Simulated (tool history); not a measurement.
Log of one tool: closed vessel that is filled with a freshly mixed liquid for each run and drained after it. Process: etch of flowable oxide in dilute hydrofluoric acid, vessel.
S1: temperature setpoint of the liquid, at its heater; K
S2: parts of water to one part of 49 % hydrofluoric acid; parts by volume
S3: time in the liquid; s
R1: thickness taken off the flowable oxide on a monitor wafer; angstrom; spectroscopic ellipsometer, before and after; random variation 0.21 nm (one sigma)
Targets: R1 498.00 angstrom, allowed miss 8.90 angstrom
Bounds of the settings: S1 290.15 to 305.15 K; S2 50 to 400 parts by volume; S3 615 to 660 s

Run 1, hour 0.0: S1 297.15 K, S2 225 parts by volume, S3 615 s. Result: R1 667.19 angstrom.
Run 2, hour 2.0: S1 293.65 K, S2 225 parts by volume, S3 615 s. Result: R1 582.75 angstrom.
Run 3, hour 3.6: S1 293.65 K, S2 170 parts by volume, S3 615 s. Result: R1 826.69 angstrom.
Run 4, hour 11.6: S1 293.15 K, S2 180 parts by volume, S3 615 s. Result: R1 748.24 angstrom.
Run 5, hour 18.4: S1 291.15 K, S2 180 parts by volume, S3 615 s. Result: R1 693.10 angstrom.
Run 6, hour 19.5: S1 291.15 K, S2 180 parts by volume, S3 660 s. Result: R1 743.92 angstrom.
Run 7, hour 25.6: S1 291.15 K, S2 185 parts by volume, S3 660 s. Result: R1 721.64 angstrom.
Run 8, hour 29.3: S1 291.15 K, S2 190 parts by volume, S3 660 s. Result: R1 695.69 angstrom.
Run 9, hour 31.1: S1 291.15 K, S2 195 parts by volume, S3 660 s. Result: R1 674.18 angstrom.
Run 10, hour 34.6: S1 291.15 K, S2 200 parts by volume, S3 660 s. Result: R1 661.95 angstrom.
Run 11, hour 38.1: S1 291.15 K, S2 205 parts by volume, S3 660 s. Result: R1 634.43 angstrom.
Run 12, hour 41.9: S1 291.15 K, S2 210 parts by volume, S3 660 s. Result: R1 621.78 angstrom.
Run 13, hour 49.0: S1 290.15 K, S2 250 parts by volume, S3 660 s. Result: R1 483.74 angstrom.
Run 14, hour 52.3: S1 290.15 K, S2 250 parts by volume, S3 660 s. Result: R1 481.37 angstrom.

Which of these 4 next moves meets every target?
Run A, hour 55.6: S1 290.15 K, S2 230 parts by volume, S3 655 s. Result: R1 ?.
Run B, hour 55.6: S1 290.65 K, S2 240 parts by volume, S3 660 s. Result: R1 ?.
Run C, hour 55.6: S1 290.65 K, S2 245 parts by volume, S3 650 s. Result: R1 ?.
Run D, hour 55.6: S1 290.15 K, S2 230 parts by volume, S3 645 s. Result: R1 ?.

move      R1
   A  528.88
   B  516.17
   C  495.77
   D  520.81
A: takes the result that was furthest off past its target
B: takes the result that was furthest off past its target
C: meets every target
D: takes the result that was furthest off past its target
The right move is C.
